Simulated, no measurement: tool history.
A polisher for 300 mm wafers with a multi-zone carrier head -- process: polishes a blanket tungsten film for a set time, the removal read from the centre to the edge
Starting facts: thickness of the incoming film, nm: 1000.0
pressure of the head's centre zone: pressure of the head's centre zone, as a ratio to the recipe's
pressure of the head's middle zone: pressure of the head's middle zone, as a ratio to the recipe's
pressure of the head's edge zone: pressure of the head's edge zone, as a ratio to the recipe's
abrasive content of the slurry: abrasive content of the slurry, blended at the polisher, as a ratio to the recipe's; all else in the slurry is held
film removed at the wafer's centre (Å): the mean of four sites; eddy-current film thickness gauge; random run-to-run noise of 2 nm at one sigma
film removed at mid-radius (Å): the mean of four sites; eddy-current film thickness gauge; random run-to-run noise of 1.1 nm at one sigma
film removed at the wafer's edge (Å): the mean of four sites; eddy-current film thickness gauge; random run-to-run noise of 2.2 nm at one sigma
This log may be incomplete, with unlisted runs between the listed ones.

| run | hour | flow of slurry (ml/min) | pressure of the head's centre zone | pressure of the head's middle zone | pressure of the head's edge zone | abrasive content of the slurry | polishing time (s) | film removed at the wafer's centre (Å) | film removed at mid-radius (Å) | film removed at the wafer's edge (Å) |
|---|---|---|---|---|---|---|---|---|---|---|
| 1 | 0.0 | 225 | 1.00 | 1.00 | 1.00 | 1.00 | 33 | 2064.4 | 2004.3 | 2158.8 |
| 2 | 7.0 | 225 | 1.00 | 1.00 | 1.00 | 1.00 | 28 | 1720.5 | 1694.3 | 1843.7 |
| 3 | 10.7 | 220 | 1.00 | 0.96 | 0.98 | 0.95 | 28 | 1719.2 | 1640.7 | 1730.6 |
| 4 | 19.4 | 220 | 1.00 | 0.96 | 0.98 | 1.10 | 28 | 1800.5 | 1706.9 | 1823.8 |
| 5 | 24.4 | 165 | 1.00 | 0.96 | 0.98 | 1.10 | 28 | 1730.6 | 1669.3 | 1834.4 |
| 6 | 30.4 | 165 | 1.00 | 0.90 | 0.98 | 1.10 | 28 | 1741.3 | 1568.9 | 1858.1 |
| 7 | 31.6 | 165 | 1.00 | 0.88 | 0.97 | 1.00 | 28 | 1681.2 | 1518.1 | 1746.6 |
| 8 | 35.3 | 165 | 1.01 | 0.86 | 0.98 | 0.95 | 28 | 1690.7 | 1454.7 | 1732.3 |
| 9 | 40.3 | 165 | 1.01 | 0.85 | 0.98 | 0.90 | 28 | 1658.1 | 1431.1 | 1679.6 |

Estimate the outcome of run 10 from the log above:
| 10 | 42.0 | 165 | 1.01 | 0.84 | 0.99 | 0.85 | 28 | ? | ? | ? |

{"run 10": {"film removed at the wafer's centre (Å)": 1636.0, "film removed at mid-radius (Å)": 1365.5, "film removed at the wafer's edge (Å)": 1710.9}}
